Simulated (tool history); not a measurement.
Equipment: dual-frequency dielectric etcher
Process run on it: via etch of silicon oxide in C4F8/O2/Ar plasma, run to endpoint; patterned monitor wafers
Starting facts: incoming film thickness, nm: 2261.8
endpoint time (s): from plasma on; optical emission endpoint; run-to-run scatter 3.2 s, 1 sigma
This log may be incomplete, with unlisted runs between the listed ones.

run 1 hour=0 | source_power_(W)=1680 bias_power_(W)=1992 | endpoint_time_(s)=511.58
run 2 hour=7.8 | source_power_(W)=1470 bias_power_(W)=1874 | endpoint_time_(s)=569.35
run 3 hour=12.1 | source_power_(W)=1390 bias_power_(W)=1865 | endpoint_time_(s)=587.46
run 4 hour=16.8 | source_power_(W)=1250 bias_power_(W)=1865 | endpoint_time_(s)=639.87
run 5 hour=25.5 | source_power_(W)=1450 bias_power_(W)=1865 | endpoint_time_(s)=571.39
run 6 hour=29.3 | source_power_(W)=1560 bias_power_(W)=1865 | endpoint_time_(s)=544.9

Run 7 comes next. What will it give?
run 7 hour=37.9 | source_power_(W)=1460 bias_power_(W)=1852 | endpoint_time_(s)=?

Run 7 came out at endpoint time (s) 575.3.

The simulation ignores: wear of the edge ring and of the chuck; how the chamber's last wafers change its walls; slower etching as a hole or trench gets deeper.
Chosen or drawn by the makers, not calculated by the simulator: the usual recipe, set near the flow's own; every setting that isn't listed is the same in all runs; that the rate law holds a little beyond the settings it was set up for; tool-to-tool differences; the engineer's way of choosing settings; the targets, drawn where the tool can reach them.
